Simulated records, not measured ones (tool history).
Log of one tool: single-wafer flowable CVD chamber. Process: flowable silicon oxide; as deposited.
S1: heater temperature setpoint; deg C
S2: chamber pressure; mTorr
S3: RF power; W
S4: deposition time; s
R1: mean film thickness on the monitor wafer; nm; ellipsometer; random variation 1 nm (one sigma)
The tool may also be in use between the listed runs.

run,hour,S1,S2,S3,S4,R1
1,0,90,839,2165,736,678.18
2,8.1,95,838,2165,736,557.38
3,17.2,95,838,2165,736,556.95
4,25.9,98,837,2165,736,500.13
5,34.3,100,836,2165,736,459.88
6,36.8,102,836,2165,736,428.33
7,45.3,103,836,2165,736,412.4

The next listed run, before its measurement:
8,53.1,104,836,2165,736,?

Run 8 gave R1 396.85 nm.
